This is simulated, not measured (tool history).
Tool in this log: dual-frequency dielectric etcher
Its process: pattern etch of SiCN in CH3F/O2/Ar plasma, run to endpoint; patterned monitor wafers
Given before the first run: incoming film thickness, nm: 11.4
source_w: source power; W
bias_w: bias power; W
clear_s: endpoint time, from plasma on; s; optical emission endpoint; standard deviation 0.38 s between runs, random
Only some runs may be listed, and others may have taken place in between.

run,day,source_w,bias_w,clear_s
1,0,340,69,32.891
2,0.321,370,69,31.199
3,0.579,350,66,33.085
4,0.604,320,66,34.685
5,0.875,320,76,32.77
6,1.25,300,73,35.387
7,1.575,290,72,36.247

For run 8, what comes out?
8,1.871,280,71,?

Run 8 measured clear_s 37.086 s.
